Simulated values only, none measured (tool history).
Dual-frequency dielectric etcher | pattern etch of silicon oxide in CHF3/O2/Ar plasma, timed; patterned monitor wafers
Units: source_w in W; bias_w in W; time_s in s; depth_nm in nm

run 1 day=0.000 | source_w=850 bias_w=134 time_s=237.5 | depth_nm=524.39
run 2 day=0.029 | source_w=850 bias_w=153 time_s=237.5 | depth_nm=555.54
run 3 day=0.096 | source_w=790 bias_w=151 time_s=237.5 | depth_nm=539.04
run 4 day=0.117 | source_w=890 bias_w=151 time_s=237.5 | depth_nm=561.67
run 5 day=0.308 | source_w=1020 bias_w=151 time_s=237.5 | depth_nm=581.10
run 6 day=0.546 | source_w=940 bias_w=145 time_s=237.0 | depth_nm=556.75
run 7 day=0.733 | source_w=940 bias_w=145 time_s=237.0 | depth_nm=556.32
run 8 day=0.800 | source_w=870 bias_w=141 time_s=236.5 | depth_nm=538.88
run 9 day=1.146 | source_w=810 bias_w=138 time_s=236.0 | depth_nm=525.12

Forecast run 10:
run 10 day=1.321 | source_w=760 bias_w=135 time_s=235.5 | depth_nm=?

depth_nm: 511.17 nm

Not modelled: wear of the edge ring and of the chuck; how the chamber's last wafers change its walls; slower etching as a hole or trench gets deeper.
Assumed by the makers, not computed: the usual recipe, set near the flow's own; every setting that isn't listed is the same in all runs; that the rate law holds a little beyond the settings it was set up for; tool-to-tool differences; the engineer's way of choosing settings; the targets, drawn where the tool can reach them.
